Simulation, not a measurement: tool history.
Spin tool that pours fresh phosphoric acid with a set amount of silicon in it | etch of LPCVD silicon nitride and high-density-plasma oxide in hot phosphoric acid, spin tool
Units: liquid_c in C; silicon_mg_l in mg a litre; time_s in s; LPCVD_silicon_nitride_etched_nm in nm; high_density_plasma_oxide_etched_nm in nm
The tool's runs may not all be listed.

| run | day | liquid_c | silicon_mg_l | time_s | LPCVD_silicon_nitride_etched_nm | high_density_plasma_oxide_etched_nm |
|---|---|---|---|---|---|---|
| 1 | 0.000 | 159.0 | 24.5 | 160 | 12.889 | 0.54988 |
| 2 | 0.208 | 159.5 | 23.5 | 165 | 13.386 | 0.54871 |
| 3 | 0.504 | 159.5 | 18.5 | 165 | 13.361 | 0.64215 |
| 4 | 0.633 | 160.0 | 17.0 | 170 | 14.031 | 0.71799 |
| 5 | 0.858 | 159.0 | 17.0 | 170 | 13.566 | 0.65816 |
| 6 | 0.929 | 159.5 | 16.5 | 170 | 13.886 | 0.73577 |

The next listed run, before its measurement:
| 7 | 1.246 | 160.0 | 16.0 | 170 | ? | ? |

Run 7 gave LPCVD_silicon_nitride_etched_nm 14.100 nm, high_density_plasma_oxide_etched_nm 0.67558 nm.

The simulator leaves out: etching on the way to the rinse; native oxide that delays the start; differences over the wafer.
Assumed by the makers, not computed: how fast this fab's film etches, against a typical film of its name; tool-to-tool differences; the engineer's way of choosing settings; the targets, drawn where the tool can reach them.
